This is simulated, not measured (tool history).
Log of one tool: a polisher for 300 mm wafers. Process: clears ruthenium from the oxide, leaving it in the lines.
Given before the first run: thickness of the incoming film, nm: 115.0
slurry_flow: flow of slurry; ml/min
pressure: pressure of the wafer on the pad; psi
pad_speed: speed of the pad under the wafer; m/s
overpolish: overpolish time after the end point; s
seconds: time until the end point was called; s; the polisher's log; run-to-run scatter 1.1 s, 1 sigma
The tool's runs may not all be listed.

| run | hour | slurry_flow | pressure | pad_speed | overpolish | seconds |
|---|---|---|---|---|---|---|
| 1 | 0.0 | 180 | 1.5 | 1.22 | 45 | 105.890 |
| 2 | 1.6 | 180 | 1.5 | 1.22 | 45 | 109.540 |
| 3 | 7.1 | 180 | 1.6 | 1.24 | 45 | 99.366 |
| 4 | 15.8 | 180 | 1.7 | 1.26 | 45 | 92.761 |
| 5 | 21.7 | 180 | 1.6 | 1.26 | 45 | 97.558 |
| 6 | 25.8 | 180 | 1.7 | 1.28 | 45 | 91.503 |
| 7 | 32.4 | 180 | 1.8 | 1.30 | 45 | 84.523 |
| 8 | 40.8 | 180 | 1.9 | 1.32 | 45 | 82.370 |
| 9 | 47.1 | 180 | 2.0 | 1.34 | 45 | 74.448 |

Estimate the outcome of run 10 from the log above:
| 10 | 50.4 | 180 | 2.1 | 1.36 | 45 | ? |

Run 10 yielded seconds 69.628 s.
